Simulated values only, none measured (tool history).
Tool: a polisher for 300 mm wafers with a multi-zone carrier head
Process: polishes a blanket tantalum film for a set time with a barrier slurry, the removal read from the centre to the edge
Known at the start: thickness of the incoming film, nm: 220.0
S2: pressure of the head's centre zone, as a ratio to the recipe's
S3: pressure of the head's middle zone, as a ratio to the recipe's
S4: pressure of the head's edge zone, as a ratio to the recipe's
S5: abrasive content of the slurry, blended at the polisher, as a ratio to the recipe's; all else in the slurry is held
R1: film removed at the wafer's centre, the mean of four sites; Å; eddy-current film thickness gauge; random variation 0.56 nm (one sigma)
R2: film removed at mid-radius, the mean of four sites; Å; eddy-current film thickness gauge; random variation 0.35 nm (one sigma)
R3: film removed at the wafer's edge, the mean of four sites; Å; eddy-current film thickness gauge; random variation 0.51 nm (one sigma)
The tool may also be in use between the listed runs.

Run 1, day 0: flow of slurry (ml/min) 220, S2 1, S3 1, S4 1, S5 1, polishing time (s) 55. Result: R1 414.91 Å, R2 446.79 Å, R3 447.25 Å.
Run 2, day 0.221: flow of slurry (ml/min) 225, S2 1.01, S3 1, S4 1.03, S5 1.1, polishing time (s) 55. Result: R1 434.67 Å, R2 463.47 Å, R3 460.31 Å.
Run 3, day 0.546: flow of slurry (ml/min) 225, S2 1.01, S3 0.99, S4 1.05, S5 1.15, polishing time (s) 56. Result: R1 441.6 Å, R2 470.44 Å, R3 478.76 Å.
Run 4, day 0.829: flow of slurry (ml/min) 230, S2 1.02, S3 0.99, S4 1.07, S5 1.2, polishing time (s) 57. Result: R1 477.62 Å, R2 490.6 Å, R3 499.84 Å.
Run 5, day 0.938: flow of slurry (ml/min) 230, S2 1.08, S3 0.99, S4 1.07, S5 1.2, polishing time (s) 57. Result: R1 493.38 Å, R2 488.49 Å, R3 498.38 Å.
Run 6, day 1.3: flow of slurry (ml/min) 235, S2 1.07, S3 0.99, S4 1.09, S5 1.25, polishing time (s) 57. Result: R1 483.94 Å, R2 495.12 Å, R3 510.6 Å.
Run 7, day 1.625: flow of slurry (ml/min) 280, S2 1.13, S3 1, S4 1.19, S5 1.5, polishing time (s) 59. Result: R1 584.2 Å, R2 553.66 Å, R3 585.06 Å.

Forecast run 8:
Run 8, day 1.812: flow of slurry (ml/min) 280, S2 1.13, S3 1, S4 1.19, S5 1.5, polishing time (s) 59. Result: R1 ?, R2 ?, R3 ?.

Run 8 gave R1 563.79 Å, R2 547.63 Å, R3 583.08 Å.
